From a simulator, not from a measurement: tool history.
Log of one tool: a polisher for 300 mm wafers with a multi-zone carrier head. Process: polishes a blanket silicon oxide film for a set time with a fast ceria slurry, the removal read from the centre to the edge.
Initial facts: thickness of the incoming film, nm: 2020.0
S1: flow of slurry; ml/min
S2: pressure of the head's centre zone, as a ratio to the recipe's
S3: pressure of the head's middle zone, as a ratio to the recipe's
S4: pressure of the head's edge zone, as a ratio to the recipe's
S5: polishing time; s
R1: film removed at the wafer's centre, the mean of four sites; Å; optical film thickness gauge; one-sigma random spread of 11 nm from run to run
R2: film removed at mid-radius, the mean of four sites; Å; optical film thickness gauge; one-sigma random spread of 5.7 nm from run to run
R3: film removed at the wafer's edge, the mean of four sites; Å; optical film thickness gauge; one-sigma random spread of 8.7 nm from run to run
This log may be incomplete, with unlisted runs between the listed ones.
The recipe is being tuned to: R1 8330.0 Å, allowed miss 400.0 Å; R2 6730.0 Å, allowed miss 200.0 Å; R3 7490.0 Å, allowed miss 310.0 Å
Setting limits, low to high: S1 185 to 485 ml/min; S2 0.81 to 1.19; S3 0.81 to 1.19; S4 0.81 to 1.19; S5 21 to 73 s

run 1 hour=0.0 | S1=310 S2=1.00 S3=1.00 S4=1.00 S5=47 | R1=6518.8 R2=6486.7 R3=6800.4
run 2 hour=2.8 | S1=265 S2=1.00 S3=1.00 S4=1.00 S5=47 | R1=6500.4 R2=6376.9 R3=6475.1
run 3 hour=9.4 | S1=285 S2=1.05 S3=0.99 S4=1.02 S5=48 | R1=6979.7 R2=6560.9 R3=6949.3
run 4 hour=18.1 | S1=290 S2=1.09 S3=0.98 S4=1.02 S5=48 | R1=7441.7 R2=6499.4 R3=6686.6
run 5 hour=20.3 | S1=310 S2=1.11 S3=0.97 S4=1.05 S5=48 | R1=7473.1 R2=6512.7 R3=7038.5
run 6 hour=25.3 | S1=310 S2=1.11 S3=0.97 S4=1.13 S5=48 | R1=7504.4 R2=6564.5 R3=7306.3
run 7 hour=32.4 | S1=315 S2=1.13 S3=0.97 S4=1.14 S5=48 | R1=7502.1 R2=6400.7 R3=7130.0
run 8 hour=40.3 | S1=320 S2=1.14 S3=0.97 S4=1.14 S5=49 | R1=7653.1 R2=6560.5 R3=7612.5
run 9 hour=43.5 | S1=310 S2=1.15 S3=0.97 S4=1.12 S5=49 | R1=7832.5 R2=6766.5 R3=7461.2

Consider the 4 candidate settings below. Which is the only one whose results all fall within their allowed miss of target?
run A hour=46.7 | S1=325 S2=1.10 S3=1.00 S4=1.17 S5=49 | R1=? R2=? R3=?
run B hour=46.7 | S1=350 S2=1.14 S3=1.07 S4=1.16 S5=46 | R1=? R2=? R3=?
run C hour=46.7 | S1=390 S2=1.17 S3=0.93 S4=1.05 S5=50 | R1=? R2=? R3=?
run D hour=46.7 | S1=395 S2=1.05 S3=1.01 S4=1.19 S5=48 | R1=? R2=? R3=?

move=A R1=7590.7 R2=6855.5 R3=7499.7
move=B R1=7444.9 R2=6860.4 R3=7038.6
move=C R1=8379.5 R2=6683.6 R3=7337.5
move=D R1=7225.7 R2=6886.5 R3=7505.9
A: further off than the last run
B: further off than the last run
C: meets every target
D: further off than the last run
So the answer is move C, the one that meets all the targets.
